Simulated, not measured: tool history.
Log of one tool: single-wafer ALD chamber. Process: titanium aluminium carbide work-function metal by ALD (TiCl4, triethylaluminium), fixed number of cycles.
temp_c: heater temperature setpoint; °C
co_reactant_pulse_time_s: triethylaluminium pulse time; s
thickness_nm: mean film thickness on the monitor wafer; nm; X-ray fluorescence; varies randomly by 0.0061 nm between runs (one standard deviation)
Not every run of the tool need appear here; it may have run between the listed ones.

{"run": 1, "day": 0.0, "temp_c": 320, "co_reactant_pulse_time_s": 8.49, "thickness_nm": 2.0347}
{"run": 2, "day": 0.271, "temp_c": 327, "co_reactant_pulse_time_s": 8.49, "thickness_nm": 2.1151}
{"run": 3, "day": 0.483, "temp_c": 318, "co_reactant_pulse_time_s": 8.49, "thickness_nm": 2.0238}
{"run": 4, "day": 0.608, "temp_c": 318, "co_reactant_pulse_time_s": 9.53, "thickness_nm": 2.0648}
{"run": 5, "day": 0.908, "temp_c": 318, "co_reactant_pulse_time_s": 10.74, "thickness_nm": 2.1042}
{"run": 6, "day": 1.221, "temp_c": 318, "co_reactant_pulse_time_s": 9.09, "thickness_nm": 2.0479}
{"run": 7, "day": 1.438, "temp_c": 321, "co_reactant_pulse_time_s": 9.26, "thickness_nm": 2.0792}

Predict the results of run 8:
{"run": 8, "day": 1.508, "temp_c": 323, "co_reactant_pulse_time_s": 9.38, "thickness_nm": "?"}

{"run 8": {"thickness_nm": 2.0954}}

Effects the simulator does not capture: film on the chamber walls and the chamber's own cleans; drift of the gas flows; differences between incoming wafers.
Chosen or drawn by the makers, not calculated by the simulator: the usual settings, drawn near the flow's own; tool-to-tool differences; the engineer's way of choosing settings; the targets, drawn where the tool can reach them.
